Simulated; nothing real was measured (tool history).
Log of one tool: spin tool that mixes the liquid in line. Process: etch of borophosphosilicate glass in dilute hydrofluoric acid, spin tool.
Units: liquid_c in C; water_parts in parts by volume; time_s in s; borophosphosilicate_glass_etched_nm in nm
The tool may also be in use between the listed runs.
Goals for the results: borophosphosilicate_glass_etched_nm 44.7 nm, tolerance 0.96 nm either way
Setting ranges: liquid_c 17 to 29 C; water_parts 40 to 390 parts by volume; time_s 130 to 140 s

run,hour,liquid_c,water_parts,time_s,borophosphosilicate_glass_etched_nm
1,0,21,215,130,33.967
2,2.5,21,290,130,23.412
3,4.1,23.5,290,130,25.639
4,11.5,23.5,290,130,25.888
5,19.1,23.5,225,130,35.261
6,24.4,23.5,225,130,35.396
7,27.7,25,220,130,38.178
8,31.2,26,220,130,39.831
9,34.3,26,220,130,40.14
10,36.4,27,220,130,41.281

5 candidate next runs follow, results not yet known. Just one meets every target within its allowed miss. Identify it.
A,38.5,27.5,245,130,?
B,38.5,29,225,135,?
C,38.5,29,220,140,?
D,38.5,25,185,130,?
E,38.5,27,200,130,?

move,borophosphosilicate_glass_etched_nm
A,36.714
B,44.707
C,47.705
D,47.745
E,46.597
A: misses by more than the last run did
B: all results in spec
C: carries the result that was furthest off beyond its target, to the other side
D: carries the result that was furthest off beyond its target, to the other side
E: carries the result that was furthest off beyond its target, to the other side
Correct choice: B, which meets every target
